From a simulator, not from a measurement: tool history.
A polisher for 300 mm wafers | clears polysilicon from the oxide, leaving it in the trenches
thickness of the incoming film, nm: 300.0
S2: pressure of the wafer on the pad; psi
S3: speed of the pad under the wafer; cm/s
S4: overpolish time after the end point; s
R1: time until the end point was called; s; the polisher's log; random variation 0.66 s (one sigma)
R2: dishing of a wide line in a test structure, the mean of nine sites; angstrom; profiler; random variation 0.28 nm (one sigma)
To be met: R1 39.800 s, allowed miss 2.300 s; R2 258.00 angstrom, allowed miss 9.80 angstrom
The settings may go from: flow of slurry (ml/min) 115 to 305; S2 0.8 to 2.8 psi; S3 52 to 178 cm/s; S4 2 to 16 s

run 1 hour=0.0 | flow_of_slurry_(ml/min)=195 S2=1.8 S3=114 S4=8 | R1=29.255 R2=526.26
run 2 hour=5.8 | flow_of_slurry_(ml/min)=155 S2=1.8 S3=114 S4=8 | R1=29.852 R2=520.09
run 3 hour=13.2 | flow_of_slurry_(ml/min)=155 S2=1.8 S3=114 S4=10 | R1=29.983 R2=591.95
run 4 hour=16.7 | flow_of_slurry_(ml/min)=155 S2=1.8 S3=114 S4=8 | R1=30.058 R2=531.00
run 5 hour=20.8 | flow_of_slurry_(ml/min)=155 S2=1.8 S3=94 S4=8 | R1=34.294 R2=474.98
run 6 hour=23.7 | flow_of_slurry_(ml/min)=200 S2=1.8 S3=82 S4=6 | R1=36.410 R2=380.10
run 7 hour=25.0 | flow_of_slurry_(ml/min)=215 S2=1.8 S3=78 S4=5 | R1=36.598 R2=322.55
run 8 hour=29.8 | flow_of_slurry_(ml/min)=225 S2=1.8 S3=76 S4=5 | R1=38.485 R2=312.58

5 next moves are on the table. One of them brings every result within its allowed miss. Which?
run A hour=34.6 | flow_of_slurry_(ml/min)=225 S2=1.7 S3=64 S4=4 | R1=? R2=?
run B hour=34.6 | flow_of_slurry_(ml/min)=235 S2=1.5 S3=86 S4=4 | R1=? R2=?
run C hour=34.6 | flow_of_slurry_(ml/min)=225 S2=1.9 S3=78 S4=6 | R1=? R2=?
run D hour=34.6 | flow_of_slurry_(ml/min)=220 S2=1.6 S3=70 S4=4 | R1=? R2=?
run E hour=34.6 | flow_of_slurry_(ml/min)=180 S2=1.7 S3=72 S4=7 | R1=? R2=?

move=A R1=45.398 R2=233.08
move=B R1=40.809 R2=254.82
move=C R1=36.542 R2=381.11
move=D R1=45.009 R2=234.78
move=E R1=43.247 R2=377.17
A: takes the result that was furthest off past its target
B: meets every target
C: further off than the last run
D: takes the result that was furthest off past its target
E: further off than the last run
The right move is B.

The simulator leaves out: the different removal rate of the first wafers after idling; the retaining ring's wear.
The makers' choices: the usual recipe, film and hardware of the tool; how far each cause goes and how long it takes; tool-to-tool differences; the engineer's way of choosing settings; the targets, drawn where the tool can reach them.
